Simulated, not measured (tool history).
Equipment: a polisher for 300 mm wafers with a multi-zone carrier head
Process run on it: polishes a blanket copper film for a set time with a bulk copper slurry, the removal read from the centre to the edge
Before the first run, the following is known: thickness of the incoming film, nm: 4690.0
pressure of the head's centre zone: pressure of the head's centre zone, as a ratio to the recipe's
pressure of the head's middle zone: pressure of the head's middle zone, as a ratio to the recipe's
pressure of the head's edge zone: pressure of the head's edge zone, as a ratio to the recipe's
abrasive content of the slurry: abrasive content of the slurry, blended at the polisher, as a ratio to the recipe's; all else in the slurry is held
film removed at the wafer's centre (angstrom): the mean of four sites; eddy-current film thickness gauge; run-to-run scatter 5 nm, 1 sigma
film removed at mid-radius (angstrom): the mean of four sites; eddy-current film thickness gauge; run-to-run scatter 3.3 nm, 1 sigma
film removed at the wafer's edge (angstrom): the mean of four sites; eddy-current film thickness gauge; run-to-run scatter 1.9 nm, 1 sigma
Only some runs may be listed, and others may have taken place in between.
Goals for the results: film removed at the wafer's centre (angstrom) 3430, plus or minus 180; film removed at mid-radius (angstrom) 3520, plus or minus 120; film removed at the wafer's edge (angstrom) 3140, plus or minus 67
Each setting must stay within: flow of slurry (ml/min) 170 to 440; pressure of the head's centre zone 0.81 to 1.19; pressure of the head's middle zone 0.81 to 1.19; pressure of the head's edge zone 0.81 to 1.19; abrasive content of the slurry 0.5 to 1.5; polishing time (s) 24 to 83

run	hour	flow of slurry (ml/min)	pressure of the head's centre zone	pressure of the head's middle zone	pressure of the head's edge zone	abrasive content of the slurry	polishing time (s)	film removed at the wafer's centre (angstrom)	film removed at mid-radius (angstrom)	film removed at the wafer's edge (angstrom)
1	0	280	1	1	1	1	53	4640.2	4460.7	4504.8
2	1.2	250	1	1	1	1	53	4616.4	4430.8	4412.9
3	6.6	245	0.99	1	0.98	0.95	52	4324.7	4348.8	4237.8
4	12.5	240	1	0.99	0.96	0.9	51	4265.9	4065	4094.9
5	20.2	235	1	1	0.94	0.85	50	4169.9	4005.7	3929.4
6	21.6	235	1	1	0.94	1	50	4104.9	4126.4	4078.5
# hour 25.2: worn pad replaced by a new one
7	25.2	230	1	1.01	0.93	0.95	49	4490	4266.6	4148.2
8	33.7	250	1.01	1.05	0.83	1.2	34	3283.2	3261.6	2985.9
9	37.1	250	1.01	1.06	0.84	1.2	34	3265	3329.3	2969.4
10	38.7	250	1.01	1.06	0.85	1.2	34	3264.9	3316.6	2994.9

Next run, 4 choices. One meets every target within its allowed miss, the rest don't. Which?
A	40.3	255	1	1.05	0.83	1.4	32	?	?	?
B	40.3	275	0.99	1.18	0.84	1.2	33	?	?	?
C	40.3	275	1.07	0.95	0.86	1.2	33	?	?	?
D	40.3	440	1.01	1.1	0.92	1.25	33	?	?	?

move	film removed at the wafer's centre (angstrom)	film removed at mid-radius (angstrom)	film removed at the wafer's edge (angstrom)
A	3168.9	3195.2	2920.9
B	3160.7	3472.8	2934
C	3368.9	3004.1	2963
D	3390.8	3478.5	3149.2
A: lands further from the targets than the last run did
B: lands further from the targets than the last run did
C: lands further from the targets than the last run did
D: in spec on every target
So the answer is move D, the one that meets all the targets.
